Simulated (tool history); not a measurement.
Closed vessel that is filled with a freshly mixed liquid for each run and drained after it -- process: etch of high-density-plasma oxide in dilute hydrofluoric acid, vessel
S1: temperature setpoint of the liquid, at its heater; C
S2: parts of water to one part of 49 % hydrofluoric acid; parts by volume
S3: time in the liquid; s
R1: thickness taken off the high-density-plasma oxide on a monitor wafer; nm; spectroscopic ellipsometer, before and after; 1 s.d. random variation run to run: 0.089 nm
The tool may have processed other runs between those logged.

Run 1, hour 0: S1 21 C, S2 295 parts by volume, S3 860 s. Result: R1 11.956 nm.
Run 2, hour 5: S1 22.5 C, S2 295 parts by volume, S3 860 s. Result: R1 12.593 nm.
Run 3, hour 6: S1 19 C, S2 295 parts by volume, S3 860 s. Result: R1 11.121 nm.
Run 4, hour 14.8: S1 19 C, S2 295 parts by volume, S3 650 s. Result: R1 8.3929 nm.
Run 5, hour 17.2: S1 17 C, S2 295 parts by volume, S3 650 s. Result: R1 7.77 nm.
Run 6, hour 19: S1 20.5 C, S2 260 parts by volume, S3 650 s. Result: R1 10.39 nm.
Run 7, hour 21.8: S1 20.5 C, S2 260 parts by volume, S3 650 s. Result: R1 10.378 nm.
Run 8, hour 28.5: S1 23 C, S2 205 parts by volume, S3 650 s. Result: R1 15.266 nm.
Run 9, hour 30: S1 25 C, S2 190 parts by volume, S3 650 s. Result: R1 17.972 nm.
Run 10, hour 30.6: S1 26 C, S2 175 parts by volume, S3 650 s. Result: R1 20.673 nm.

Run 11 comes next. What will it give?
Run 11, hour 34.9: S1 27 C, S2 170 parts by volume, S3 650 s. Result: R1 ?.

Run 11 yielded R1 22.231 nm.
